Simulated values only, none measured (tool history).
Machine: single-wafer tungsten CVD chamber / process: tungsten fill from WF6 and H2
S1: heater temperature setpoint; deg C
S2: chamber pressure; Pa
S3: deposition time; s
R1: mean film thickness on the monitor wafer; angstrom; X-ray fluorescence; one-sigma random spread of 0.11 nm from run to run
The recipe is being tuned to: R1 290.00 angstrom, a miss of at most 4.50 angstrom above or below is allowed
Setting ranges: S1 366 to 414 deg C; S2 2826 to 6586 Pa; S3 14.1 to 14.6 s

Run 1, hour 0.0: S1 390 deg C, S2 4706 Pa, S3 14.1 s. Result: R1 371.70 angstrom.
Run 2, hour 6.7: S1 398 deg C, S2 4706 Pa, S3 14.1 s. Result: R1 444.03 angstrom.
Run 3, hour 14.8: S1 394 deg C, S2 4693 Pa, S3 14.1 s. Result: R1 407.02 angstrom.
Run 4, hour 22.5: S1 394 deg C, S2 4693 Pa, S3 14.6 s. Result: R1 422.18 angstrom.
Run 5, hour 25.9: S1 390 deg C, S2 4680 Pa, S3 14.6 s. Result: R1 386.23 angstrom.
Run 6, hour 34.2: S1 390 deg C, S2 4680 Pa, S3 14.6 s. Result: R1 383.09 angstrom.
Run 7, hour 39.0: S1 387 deg C, S2 4680 Pa, S3 14.6 s. Result: R1 360.15 angstrom.
Run 8, hour 42.6: S1 385 deg C, S2 4680 Pa, S3 14.6 s. Result: R1 344.93 angstrom.
Run 9, hour 44.7: S1 385 deg C, S2 4680 Pa, S3 14.6 s. Result: R1 343.55 angstrom.
Run 10, hour 46.5: S1 383 deg C, S2 4680 Pa, S3 14.6 s. Result: R1 329.98 angstrom.
Run 11, hour 49.2: S1 382 deg C, S2 4680 Pa, S3 14.6 s. Result: R1 320.11 angstrom.
Run 12, hour 55.1: S1 381 deg C, S2 4680 Pa, S3 14.6 s. Result: R1 313.18 angstrom.
Run 13, hour 56.9: S1 380 deg C, S2 4680 Pa, S3 14.6 s. Result: R1 305.51 angstrom.
Run 14, hour 60.2: S1 377 deg C, S2 4666 Pa, S3 14.6 s. Result: R1 284.28 angstrom.

Next run, 5 choices. One meets every target within its allowed miss, the rest don't. Which?
Run A, hour 63.5: S1 377 deg C, S2 4706 Pa, S3 14.1 s. Result: R1 ?.
Run B, hour 63.5: S1 378 deg C, S2 4480 Pa, S3 14.1 s. Result: R1 ?.
Run C, hour 63.5: S1 377 deg C, S2 4453 Pa, S3 14.6 s. Result: R1 ?.
Run D, hour 63.5: S1 378 deg C, S2 4586 Pa, S3 14.6 s. Result: R1 ?.
Run E, hour 63.5: S1 377 deg C, S2 4746 Pa, S3 14.1 s. Result: R1 ?.

move      R1
   A  279.02
   B  277.73
   C  279.96
   D  291.52
   E  280.36
A: the biggest miss grows against the last run
B: the biggest miss grows against the last run
C: the biggest miss grows against the last run
D: meets every target
E: the biggest miss grows against the last run
The right move is D.

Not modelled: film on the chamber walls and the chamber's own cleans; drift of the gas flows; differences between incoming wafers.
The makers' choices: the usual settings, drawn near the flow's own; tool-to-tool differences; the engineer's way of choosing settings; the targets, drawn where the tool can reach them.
